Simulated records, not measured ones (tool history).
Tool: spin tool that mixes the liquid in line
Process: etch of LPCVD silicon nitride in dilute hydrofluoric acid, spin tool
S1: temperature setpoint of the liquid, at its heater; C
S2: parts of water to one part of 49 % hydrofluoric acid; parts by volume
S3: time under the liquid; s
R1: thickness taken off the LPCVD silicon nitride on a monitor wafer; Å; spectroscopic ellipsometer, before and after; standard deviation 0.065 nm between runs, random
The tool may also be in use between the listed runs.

run  hour    S1  S2   S3      R1
  1   0.0  26.0  90  275  16.511
  2   5.4  26.0  90  295  17.006
  3   6.7  26.0  90  275  16.714
  4  10.2  29.5  90  275  21.116
  5  12.1  29.5  90  295  22.409
  6  14.9  29.5  90  275  20.433
     19.4  -- thermometer replaced
  7  19.4  30.5  90  275  21.364
  8  28.2  31.0  90  275  22.661

What will run 9 give?
  9  29.6  31.5  90  275   ?

{"run 9": {"R1": 22.348}}

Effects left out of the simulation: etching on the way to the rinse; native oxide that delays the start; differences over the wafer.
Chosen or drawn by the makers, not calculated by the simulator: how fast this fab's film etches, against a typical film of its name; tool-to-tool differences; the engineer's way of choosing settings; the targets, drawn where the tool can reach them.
